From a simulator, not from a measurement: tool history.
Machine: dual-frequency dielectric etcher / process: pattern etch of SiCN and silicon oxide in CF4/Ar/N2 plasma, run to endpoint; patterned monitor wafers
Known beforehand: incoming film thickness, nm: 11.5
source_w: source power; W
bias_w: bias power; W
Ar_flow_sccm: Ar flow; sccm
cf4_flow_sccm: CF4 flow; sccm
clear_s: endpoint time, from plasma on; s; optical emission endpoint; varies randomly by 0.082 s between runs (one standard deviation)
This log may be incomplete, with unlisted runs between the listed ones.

| run | hour | source_w | bias_w | Ar_flow_sccm | cf4_flow_sccm | clear_s |
|---|---|---|---|---|---|---|
| 1 | 0.0 | 590 | 86 | 128 | 47 | 10.0180 |
| 2 | 6.5 | 590 | 71 | 128 | 47 | 10.7730 |
| 3 | 14.5 | 590 | 71 | 111 | 47 | 10.5790 |
| 4 | 16.3 | 590 | 79 | 111 | 47 | 10.0810 |
| 5 | 22.6 | 590 | 79 | 126 | 47 | 10.3440 |
| 6 | 31.1 | 690 | 79 | 126 | 47 | 8.7552 |
| 7 | 40.1 | 660 | 78 | 126 | 47 | 9.1959 |
| 8 | 44.5 | 630 | 78 | 126 | 47 | 9.5888 |
| 9 | 45.4 | 610 | 78 | 126 | 47 | 10.1550 |
| 10 | 47.2 | 600 | 78 | 126 | 47 | 10.2630 |
| 11 | 52.9 | 590 | 78 | 126 | 47 | 10.3610 |

The next listed run, before its measurement:
| 12 | 56.4 | 580 | 78 | 126 | 47 | ? |

clear_s: 10.5980 s
